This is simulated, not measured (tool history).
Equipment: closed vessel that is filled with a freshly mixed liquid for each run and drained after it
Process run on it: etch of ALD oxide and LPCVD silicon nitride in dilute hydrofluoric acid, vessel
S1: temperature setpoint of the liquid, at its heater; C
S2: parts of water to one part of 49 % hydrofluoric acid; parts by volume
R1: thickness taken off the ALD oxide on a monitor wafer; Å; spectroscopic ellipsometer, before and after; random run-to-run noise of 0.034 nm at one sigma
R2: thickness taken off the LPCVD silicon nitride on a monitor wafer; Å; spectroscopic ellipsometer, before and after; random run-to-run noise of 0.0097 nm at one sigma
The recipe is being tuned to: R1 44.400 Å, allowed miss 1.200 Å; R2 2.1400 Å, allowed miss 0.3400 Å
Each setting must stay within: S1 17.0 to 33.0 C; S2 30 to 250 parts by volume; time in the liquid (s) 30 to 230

{"run": 1, "hour": 0.0, "S1": 25.0, "S2": 140, "time in the liquid (s)": 120, "R1": 95.242, "R2": 3.7289}
{"run": 2, "hour": 7.3, "S1": 25.0, "S2": 160, "time in the liquid (s)": 120, "R1": 80.53, "R2": 3.4295}
{"run": 3, "hour": 13.2, "S1": 25.0, "S2": 160, "time in the liquid (s)": 170, "R1": 113.85, "R2": 4.8159}
{"run": 4, "hour": 22.0, "S1": 23.5, "S2": 185, "time in the liquid (s)": 170, "R1": 91.504, "R2": 3.4474}
{"run": 5, "hour": 28.9, "S1": 25.0, "S2": 185, "time in the liquid (s)": 170, "R1": 96.007, "R2": 3.9472}
{"run": 6, "hour": 32.4, "S1": 27.0, "S2": 185, "time in the liquid (s)": 170, "R1": 103.09, "R2": 4.7633}
{"run": 7, "hour": 40.9, "S1": 26.5, "S2": 205, "time in the liquid (s)": 160, "R1": 84.284, "R2": 3.8774}
{"run": 8, "hour": 43.6, "S1": 26.0, "S2": 220, "time in the liquid (s)": 150, "R1": 70.804, "R2": 3.2975}

Pick the move, out of 5, that brings all results within their allowed miss; only one does.
{"run": "A", "hour": 46.3, "S1": 25.0, "S2": 230, "time in the liquid (s)": 110, "R1": "?", "R2": "?"}
{"run": "B", "hour": 46.3, "S1": 26.0, "S2": 250, "time in the liquid (s)": 110, "R1": "?", "R2": "?"}
{"run": "C", "hour": 46.3, "S1": 25.0, "S2": 240, "time in the liquid (s)": 145, "R1": "?", "R2": "?"}
{"run": "D", "hour": 46.3, "S1": 30.5, "S2": 250, "time in the liquid (s)": 80, "R1": "?", "R2": "?"}
{"run": "E", "hour": 46.3, "S1": 25.0, "S2": 250, "time in the liquid (s)": 120, "R1": "?", "R2": "?"}

move=A R1=47.581 R2=2.2754
move=B R1=44.489 R2=2.2318
move=C R1=59.506 R2=2.8765
move=D R1=37.878 R2=2.1357
move=E R1=46.809 R2=2.2869
A: moves toward the targets from the last run without getting all of them in spec
B: in spec on every target
C: moves toward the targets from the last run without getting all of them in spec
D: the result that was furthest off in the last run now lies on the other side of its target
E: moves toward the targets from the last run without getting all of them in spec
The right move is B.

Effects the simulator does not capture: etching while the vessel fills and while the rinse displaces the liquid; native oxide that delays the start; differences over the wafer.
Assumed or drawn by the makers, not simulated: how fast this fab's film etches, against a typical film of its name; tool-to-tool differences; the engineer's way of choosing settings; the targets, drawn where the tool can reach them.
